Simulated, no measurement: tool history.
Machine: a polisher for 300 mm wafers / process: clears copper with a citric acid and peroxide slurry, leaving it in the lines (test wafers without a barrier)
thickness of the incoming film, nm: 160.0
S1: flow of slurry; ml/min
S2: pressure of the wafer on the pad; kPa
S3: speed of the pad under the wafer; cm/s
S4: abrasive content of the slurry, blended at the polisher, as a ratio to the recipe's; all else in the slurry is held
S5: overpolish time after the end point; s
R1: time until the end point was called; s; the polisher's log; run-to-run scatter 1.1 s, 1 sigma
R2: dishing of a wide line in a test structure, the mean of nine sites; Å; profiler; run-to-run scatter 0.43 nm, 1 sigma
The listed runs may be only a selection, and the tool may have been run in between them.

Run 1, hour 0: S1 295 ml/min, S2 18.6 kPa, S3 90 cm/s, S4 1, S5 29 s. Result: R1 84.074 s, R2 306.63 Å.
Run 2, hour 1.9: S1 295 ml/min, S2 18.6 kPa, S3 90 cm/s, S4 0.9, S5 29 s. Result: R1 87.014 s, R2 304.42 Å.
Run 3, hour 3.7: S1 290 ml/min, S2 17.9 kPa, S3 90 cm/s, S4 0.9, S5 31 s. Result: R1 92.027 s, R2 301.19 Å.
Run 4, hour 9.2: S1 285 ml/min, S2 17.9 kPa, S3 90 cm/s, S4 0.9, S5 33 s. Result: R1 89.554 s, R2 326.28 Å.
Run 5, hour 13.5: S1 285 ml/min, S2 17.2 kPa, S3 90 cm/s, S4 0.9, S5 34 s. Result: R1 91.722 s, R2 323.83 Å.
Run 6, hour 21.9: S1 285 ml/min, S2 13.8 kPa, S3 90 cm/s, S4 0.9, S5 34 s. Result: R1 116.57 s, R2 273.54 Å.
Run 7, hour 29.6: S1 285 ml/min, S2 13.8 kPa, S3 90 cm/s, S4 0.9, S5 35 s. Result: R1 117.78 s, R2 272.57 Å.
Run 8, hour 32.3: S1 285 ml/min, S2 13.8 kPa, S3 90 cm/s, S4 0.9, S5 36 s. Result: R1 117.44 s, R2 285.43 Å.
Run 9, hour 38.2: S1 285 ml/min, S2 15.9 kPa, S3 90 cm/s, S4 0.9, S5 41 s. Result: R1 98.945 s, R2 344.19 Å.

Expected results for the next run?
Run 10, hour 43.9: S1 285 ml/min, S2 15.9 kPa, S3 90 cm/s, S4 0.9, S5 42 s. Result: R1 ?, R2 ?.

R1: 101.17 s
R2: 347.01 Å

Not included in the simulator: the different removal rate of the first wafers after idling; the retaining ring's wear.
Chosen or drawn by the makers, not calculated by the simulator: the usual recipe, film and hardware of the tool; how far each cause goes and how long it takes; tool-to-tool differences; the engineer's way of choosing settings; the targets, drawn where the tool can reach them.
